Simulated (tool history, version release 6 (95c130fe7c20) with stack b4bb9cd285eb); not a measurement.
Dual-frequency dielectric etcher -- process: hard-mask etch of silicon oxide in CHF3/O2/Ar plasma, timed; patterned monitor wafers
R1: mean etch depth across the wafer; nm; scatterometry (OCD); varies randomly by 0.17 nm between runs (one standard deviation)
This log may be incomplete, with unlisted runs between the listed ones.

run 1 day=0.000 | source_power_(W)=710 bias_power_(W)=178 etch_time_(s)=21.0 | R1=41.228
run 2 day=0.212 | source_power_(W)=780 bias_power_(W)=183 etch_time_(s)=21.0 | R1=43.953
run 3 day=0.396 | source_power_(W)=810 bias_power_(W)=184 etch_time_(s)=21.0 | R1=44.996
run 4 day=0.517 | source_power_(W)=830 bias_power_(W)=185 etch_time_(s)=21.0 | R1=45.394
run 5 day=0.762 | source_power_(W)=850 bias_power_(W)=186 etch_time_(s)=21.0 | R1=46.093
run 6 day=0.896 | source_power_(W)=850 bias_power_(W)=174 etch_time_(s)=21.0 | R1=45.368
run 7 day=1.125 | source_power_(W)=870 bias_power_(W)=175 etch_time_(s)=21.0 | R1=46.132

Estimate the outcome of run 8 from the log above:
run 8 day=1.150 | source_power_(W)=880 bias_power_(W)=176 etch_time_(s)=21.0 | R1=?

R1: 46.252 nm
